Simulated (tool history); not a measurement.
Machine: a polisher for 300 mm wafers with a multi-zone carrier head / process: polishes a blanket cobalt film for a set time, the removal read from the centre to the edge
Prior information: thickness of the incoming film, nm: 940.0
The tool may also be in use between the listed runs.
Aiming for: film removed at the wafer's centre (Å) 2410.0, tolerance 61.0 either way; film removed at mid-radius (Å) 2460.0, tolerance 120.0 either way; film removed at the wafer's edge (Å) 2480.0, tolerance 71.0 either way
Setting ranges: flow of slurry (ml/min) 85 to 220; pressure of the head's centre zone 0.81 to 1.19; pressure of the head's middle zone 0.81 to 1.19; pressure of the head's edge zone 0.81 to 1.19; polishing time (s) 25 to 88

run,day,flow of slurry (ml/min),pressure of the head's centre zone,pressure of the head's middle zone,pressure of the head's edge zone,polishing time (s),film removed at the wafer's centre (Å),film removed at mid-radius (Å),film removed at the wafer's edge (Å)
1,0.000,140,1.00,1.00,1.00,56,3014.8,3060.0,3056.5
2,0.046,140,1.00,1.00,1.00,50,2722.1,2737.7,2773.8
3,0.129,140,1.00,1.05,1.00,50,2680.4,2769.4,2787.9
4,0.296,130,1.00,1.04,0.98,49,2569.2,2605.4,2615.2
5,0.408,125,1.00,1.04,0.98,49,2508.9,2604.4,2633.9
6,0.521,125,1.00,1.04,0.98,39,2045.0,2070.8,2074.9
7,0.625,140,1.00,1.04,1.01,39,2105.4,2149.7,2193.6
8,0.883,155,1.00,1.04,1.02,39,2172.6,2158.7,2247.5
9,1.138,165,1.00,1.07,1.02,39,2217.4,2301.8,2239.2
10,1.362,175,1.00,1.06,1.04,39,2262.2,2339.7,2269.6
11,1.496,180,1.00,1.05,1.07,39,2247.3,2302.2,2291.8
12,1.671,210,1.01,1.07,1.14,41,2497.4,2570.9,2559.3
13,1.888,205,1.01,1.07,1.13,41,2482.4,2525.8,2544.2

Of the 5 settings listed for the next run, only one would bring every result within its allowed miss of target. Which one?
A,2.104,180,1.05,1.10,1.19,40,?,?,?
B,2.104,210,1.05,1.11,1.06,38,?,?,?
C,2.104,190,0.95,0.99,1.19,43,?,?,?
D,2.104,220,1.09,1.00,1.15,36,?,?,?
E,2.104,220,1.06,1.15,0.94,40,?,?,?

move,film removed at the wafer's centre (Å),film removed at mid-radius (Å),film removed at the wafer's edge (Å)
A,2414.7,2473.8,2485.2
B,2383.2,2449.6,2305.8
C,2378.0,2462.9,2698.6
D,2367.3,2142.6,2275.8
E,2560.1,2683.3,2333.0
A: all results land within tolerance of their targets
B: brings the result that was furthest off to its target, and leaves another outside
C: brings the result that was furthest off to its target, and leaves another outside
D: brings the result that was furthest off to its target, and leaves another outside
E: the biggest miss grows against the last run
Move A is the one to make.
